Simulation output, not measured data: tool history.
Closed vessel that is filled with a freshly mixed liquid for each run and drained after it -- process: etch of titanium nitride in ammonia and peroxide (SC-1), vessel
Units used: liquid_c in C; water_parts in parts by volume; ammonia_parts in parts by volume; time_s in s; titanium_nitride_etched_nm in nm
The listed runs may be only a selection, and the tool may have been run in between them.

run 1 hour=0 | liquid_c=46 water_parts=18.5 ammonia_parts=0.75 time_s=375 | titanium_nitride_etched_nm=13.55
run 2 hour=4.8 | liquid_c=46 water_parts=18.5 ammonia_parts=0.6 time_s=375 | titanium_nitride_etched_nm=12.967
run 3 hour=6.3 | liquid_c=48 water_parts=18.5 ammonia_parts=0.6 time_s=375 | titanium_nitride_etched_nm=15.133
run 4 hour=8.2 | liquid_c=48 water_parts=18.5 ammonia_parts=0.5 time_s=375 | titanium_nitride_etched_nm=14.489
-- hour=12.8 new drum of ammonia solution connected
run 5 hour=12.8 | liquid_c=45.5 water_parts=18.5 ammonia_parts=0.5 time_s=375 | titanium_nitride_etched_nm=12.454
run 6 hour=15.8 | liquid_c=45.5 water_parts=18.5 ammonia_parts=0.5 time_s=405 | titanium_nitride_etched_nm=13.384
run 7 hour=24.6 | liquid_c=47.5 water_parts=18.5 ammonia_parts=0.5 time_s=405 | titanium_nitride_etched_nm=15.453
run 8 hour=26.8 | liquid_c=49 water_parts=18.5 ammonia_parts=0.5 time_s=405 | titanium_nitride_etched_nm=17.087

Run 9, settings as shown, results not yet in. Your forecast:
run 9 hour=34.9 | liquid_c=50 water_parts=18.5 ammonia_parts=0.5 time_s=405 | titanium_nitride_etched_nm=?

{"run 9": {"titanium_nitride_etched_nm": 18.24}}
